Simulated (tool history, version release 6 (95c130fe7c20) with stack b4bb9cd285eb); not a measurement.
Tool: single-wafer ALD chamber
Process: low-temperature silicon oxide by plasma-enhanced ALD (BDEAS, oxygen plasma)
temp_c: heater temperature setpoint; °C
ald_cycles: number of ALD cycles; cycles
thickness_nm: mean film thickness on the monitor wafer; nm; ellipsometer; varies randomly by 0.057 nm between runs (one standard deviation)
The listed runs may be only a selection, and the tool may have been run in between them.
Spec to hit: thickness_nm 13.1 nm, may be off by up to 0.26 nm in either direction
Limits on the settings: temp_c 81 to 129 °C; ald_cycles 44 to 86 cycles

Run 1, day 0: temp_c 105 °C, ald_cycles 65 cycles. Result: thickness_nm 10.255 nm.
Run 2, day 0.062: temp_c 103 °C, ald_cycles 70 cycles. Result: thickness_nm 11.164 nm.
Run 3, day 0.125: temp_c 103 °C, ald_cycles 62 cycles. Result: thickness_nm 9.8379 nm.
Run 4, day 0.288: temp_c 103 °C, ald_cycles 56 cycles. Result: thickness_nm 8.9145 nm.
Run 5, day 0.362: temp_c 101 °C, ald_cycles 63 cycles. Result: thickness_nm 10.153 nm.
Run 6, day 0.442: temp_c 96 °C, ald_cycles 66 cycles. Result: thickness_nm 10.899 nm.
Run 7, day 0.633: temp_c 92 °C, ald_cycles 68 cycles. Result: thickness_nm 11.306 nm.
Run 8, day 0.692: temp_c 90 °C, ald_cycles 70 cycles. Result: thickness_nm 11.721 nm.
Run 9, day 0.75: temp_c 88 °C, ald_cycles 72 cycles. Result: thickness_nm 12.21 nm.

Which single option among these 4 for the next run brings every result within its allowed miss of target? Just one does.
Run A, day 0.808: temp_c 88 °C, ald_cycles 74 cycles. Result: thickness_nm ?.
Run B, day 0.808: temp_c 87 °C, ald_cycles 81 cycles. Result: thickness_nm ?.
Run C, day 0.808: temp_c 86 °C, ald_cycles 77 cycles. Result: thickness_nm ?.
Run D, day 0.808: temp_c 91 °C, ald_cycles 74 cycles. Result: thickness_nm ?.

move  thickness_nm
   A        12.458
   B        13.689
   C        13.063
   D        12.313
A: moves toward the targets from the last run without getting all of them in spec
B: takes the biggest miss from the last run beyond its target
C: each result inside its tolerance
D: moves toward the targets from the last run without getting all of them in spec
The move that meets every target is C.
